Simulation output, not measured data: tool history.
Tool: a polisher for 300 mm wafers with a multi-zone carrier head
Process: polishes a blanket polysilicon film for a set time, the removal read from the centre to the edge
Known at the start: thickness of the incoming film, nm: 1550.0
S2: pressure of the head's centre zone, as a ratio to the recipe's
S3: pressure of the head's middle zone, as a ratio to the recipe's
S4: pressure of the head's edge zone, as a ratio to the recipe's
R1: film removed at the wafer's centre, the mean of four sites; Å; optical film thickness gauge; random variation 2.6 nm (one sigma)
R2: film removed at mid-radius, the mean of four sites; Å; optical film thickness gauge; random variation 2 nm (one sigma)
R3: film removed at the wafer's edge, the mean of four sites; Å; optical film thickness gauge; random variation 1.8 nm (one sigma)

{"run": 1, "day": 0.0, "flow of slurry (ml/min)": 160, "S2": 1.0, "S3": 1.0, "S4": 1.0, "polishing time (s)": 34, "R1": 2979.7, "R2": 3002.4, "R3": 2968.4}
{"run": 2, "day": 0.108, "flow of slurry (ml/min)": 160, "S2": 0.93, "S3": 1.0, "S4": 1.0, "polishing time (s)": 34, "R1": 2673.0, "R2": 3012.7, "R3": 2943.3}
{"run": 3, "day": 0.4, "flow of slurry (ml/min)": 160, "S2": 0.93, "S3": 1.08, "S4": 1.0, "polishing time (s)": 34, "R1": 2712.1, "R2": 3182.8, "R3": 2985.2}
{"run": 4, "day": 0.608, "flow of slurry (ml/min)": 160, "S2": 0.93, "S3": 1.08, "S4": 1.0, "polishing time (s)": 28, "R1": 2211.8, "R2": 2636.5, "R3": 2435.9}
{"run": 5, "day": 0.754, "flow of slurry (ml/min)": 160, "S2": 0.93, "S3": 1.14, "S4": 1.0, "polishing time (s)": 28, "R1": 2236.9, "R2": 2749.2, "R3": 2438.3}
{"run": 6, "day": 0.954, "flow of slurry (ml/min)": 160, "S2": 0.93, "S3": 1.14, "S4": 0.96, "polishing time (s)": 28, "R1": 2261.7, "R2": 2692.9, "R3": 2357.1}
{"run": 7, "day": 1.083, "flow of slurry (ml/min)": 155, "S2": 0.92, "S3": 1.12, "S4": 0.94, "polishing time (s)": 28, "R1": 2243.6, "R2": 2707.6, "R3": 2382.3}
{"run": 8, "day": 1.129, "flow of slurry (ml/min)": 155, "S2": 0.92, "S3": 1.12, "S4": 0.94, "polishing time (s)": 28, "R1": 2234.8, "R2": 2710.8, "R3": 2336.5}
{"run": 9, "day": 1.35, "flow of slurry (ml/min)": 150, "S2": 0.92, "S3": 1.09, "S4": 0.93, "polishing time (s)": 27, "R1": 2143.2, "R2": 2550.8, "R3": 2257.6}
{"run": 10, "day": 1.421, "flow of slurry (ml/min)": 145, "S2": 0.92, "S3": 1.07, "S4": 0.92, "polishing time (s)": 27, "R1": 2106.0, "R2": 2474.3, "R3": 2229.4}
{"run": 11, "day": 1.562, "flow of slurry (ml/min)": 140, "S2": 0.92, "S3": 1.06, "S4": 0.91, "polishing time (s)": 27, "R1": 2100.0, "R2": 2442.7, "R3": 2200.5}

Run 12 comes next. What will it give?
{"run": 12, "day": 1.688, "flow of slurry (ml/min)": 135, "S2": 0.92, "S3": 1.05, "S4": 0.9, "polishing time (s)": 27, "R1": "?", "R2": "?", "R3": "?"}

R1: 2068.6 Å
R2: 2399.1 Å
R3: 2180.7 Å

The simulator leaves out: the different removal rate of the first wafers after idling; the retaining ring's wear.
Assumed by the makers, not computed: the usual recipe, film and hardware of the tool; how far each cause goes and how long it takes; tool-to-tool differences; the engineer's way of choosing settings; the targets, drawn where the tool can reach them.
